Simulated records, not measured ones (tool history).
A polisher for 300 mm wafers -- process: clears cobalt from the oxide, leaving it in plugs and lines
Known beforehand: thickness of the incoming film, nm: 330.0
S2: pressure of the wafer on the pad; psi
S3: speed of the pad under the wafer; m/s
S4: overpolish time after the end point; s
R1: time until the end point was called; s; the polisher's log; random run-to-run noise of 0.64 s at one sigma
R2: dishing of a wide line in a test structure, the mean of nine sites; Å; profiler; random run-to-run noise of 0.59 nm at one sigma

{"run": 1, "hour": 0.0, "flow of slurry (ml/min)": 300, "S2": 1.7, "S3": 1.24, "S4": 26, "R1": 61.707, "R2": 451.08}
{"run": 2, "hour": 3.3, "flow of slurry (ml/min)": 300, "S2": 1.7, "S3": 1.54, "S4": 26, "R1": 51.145, "R2": 476.98}
{"run": 3, "hour": 9.9, "flow of slurry (ml/min)": 340, "S2": 1.9, "S3": 1.32, "S4": 20, "R1": 55.618, "R2": 451.68}
{"run": 4, "hour": 17.7, "flow of slurry (ml/min)": 285, "S2": 2.1, "S3": 1.24, "S4": 16, "R1": 54.675, "R2": 436.05}
{"run": 5, "hour": 19.7, "flow of slurry (ml/min)": 320, "S2": 2.1, "S3": 1.24, "S4": 16, "R1": 53.054, "R2": 416.92}
{"run": 6, "hour": 21.4, "flow of slurry (ml/min)": 320, "S2": 1.7, "S3": 1.24, "S4": 16, "R1": 62.247, "R2": 411.35}

Expected results for the next run?
{"run": 7, "hour": 27.2, "flow of slurry (ml/min)": 355, "S2": 1.9, "S3": 1.22, "S4": 13, "R1": "?", "R2": "?"}

Run 7 produced R1 58.878 s, R2 393.10 Å.
